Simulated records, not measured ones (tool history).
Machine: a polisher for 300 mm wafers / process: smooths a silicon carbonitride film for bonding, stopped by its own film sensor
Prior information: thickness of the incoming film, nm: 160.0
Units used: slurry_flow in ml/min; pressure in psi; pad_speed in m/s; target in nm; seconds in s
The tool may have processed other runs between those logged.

run	day	slurry_flow	pressure	pad_speed	slurry_solids	target	seconds
1	0	220	1.4	0.9	1	132	126.33
2	0.171	220	1.6	0.9	1	132	113.4
3	0.529	195	1.6	0.9	1	132	114.51
4	0.742	195	1.7	0.92	1	132	104.84
5	0.796	195	1.8	0.92	1	132	98.654
6	0.883	160	1.8	0.92	1	132	98.438

Run 7 comes next. What will it give?
# day 1.071: head pressure recalibrated
7	1.071	160	2	0.96	1	132	?

seconds: 97.4 s

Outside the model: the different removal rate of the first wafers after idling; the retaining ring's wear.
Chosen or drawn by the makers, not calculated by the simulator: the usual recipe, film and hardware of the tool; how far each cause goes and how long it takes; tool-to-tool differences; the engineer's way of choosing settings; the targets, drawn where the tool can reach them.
